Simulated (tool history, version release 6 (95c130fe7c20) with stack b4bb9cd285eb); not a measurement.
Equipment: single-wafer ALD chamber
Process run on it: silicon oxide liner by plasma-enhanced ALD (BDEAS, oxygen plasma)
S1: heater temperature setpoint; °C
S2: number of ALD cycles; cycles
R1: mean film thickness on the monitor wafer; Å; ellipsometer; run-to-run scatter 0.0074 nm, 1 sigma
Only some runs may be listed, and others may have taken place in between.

run 1 hour=0.0 | S1=320 S2=50 | R1=42.735
run 2 hour=8.0 | S1=320 S2=55 | R1=47.147
run 3 hour=16.3 | S1=326 S2=55 | R1=46.593
run 4 hour=18.3 | S1=326 S2=61 | R1=51.512
run 5 hour=19.9 | S1=326 S2=66 | R1=55.853
run 6 hour=25.2 | S1=332 S2=55 | R1=46.071
run 7 hour=26.0 | S1=335 S2=48 | R1=40.065

Run 8 comes next. What will it give?
run 8 hour=29.0 | S1=337 S2=40 | R1=?

{"run 8": {"R1": 33.302}}
